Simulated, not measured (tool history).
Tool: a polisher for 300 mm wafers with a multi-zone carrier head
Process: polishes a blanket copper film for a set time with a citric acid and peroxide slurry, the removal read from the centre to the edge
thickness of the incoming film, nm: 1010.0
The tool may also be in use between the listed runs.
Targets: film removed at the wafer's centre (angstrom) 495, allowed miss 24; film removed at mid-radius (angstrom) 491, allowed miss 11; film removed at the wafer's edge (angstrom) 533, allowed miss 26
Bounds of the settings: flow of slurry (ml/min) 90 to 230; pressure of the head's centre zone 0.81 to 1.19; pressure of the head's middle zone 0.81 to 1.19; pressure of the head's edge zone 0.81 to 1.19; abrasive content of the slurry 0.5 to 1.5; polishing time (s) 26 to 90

run,hour,flow of slurry (ml/min),pressure of the head's centre zone,pressure of the head's middle zone,pressure of the head's edge zone,abrasive content of the slurry,polishing time (s),film removed at the wafer's centre (angstrom),film removed at mid-radius (angstrom),film removed at the wafer's edge (angstrom)
1,0,150,1,1,1,1,58,1081.4,998.98,1025.9
2,1.5,150,1.08,1,1,1,58,1160.6,989.77,1020
3,5.8,150,1.08,1,0.92,1,58,1147.2,990.54,972.43
4,11,150,1.12,1,0.92,1,58,1163.4,1000.9,970.85
5,13.7,150,1.12,1,0.92,0.85,58,1154.9,970.54,953.85
6,14.8,180,1.12,1,0.92,0.85,58,1231.1,998.6,980.8
7,20.2,160,1.05,0.97,0.91,0.75,51,946.18,829.44,814.27
8,28.2,145,1,0.93,0.92,0.7,47,827.12,702.86,749.85
9,35.2,135,0.95,0.93,0.91,0.65,44,718.23,646.14,691.27
10,39,130,0.92,0.92,0.89,0.6,42,653.61,596.56,641.43
11,47.4,125,0.89,0.92,0.87,0.55,41,596.18,574.49,594.1
12,49,95,0.81,0.82,0.85,0.5,40,489.28,455.52,542.87

5 next moves are on the table. One of them brings every result within its allowed miss. Which?
A,50.6,105,0.94,0.91,0.81,0.5,39,?,?,?
B,50.6,115,0.81,0.81,0.94,0.55,37,?,?,?
C,50.6,90,0.83,0.85,0.86,0.5,40,?,?,?
D,50.6,95,0.83,0.88,0.81,0.5,40,?,?,?
E,50.6,95,0.93,0.88,0.81,0.65,39,?,?,?

move,film removed at the wafer's centre (angstrom),film removed at mid-radius (angstrom),film removed at the wafer's edge (angstrom)
A,548,506.26,523.86
B,480.95,454.78,546.21
C,476.17,464.89,531.09
D,487.67,488.25,525.29
E,541.78,493.85,531.56
A: takes the result that was furthest off past its target
B: as far off as the last run
C: nearer than the last run, and not there yet
D: meets every target
E: brings the result that was furthest off to its target, and leaves another outside
Answer: D
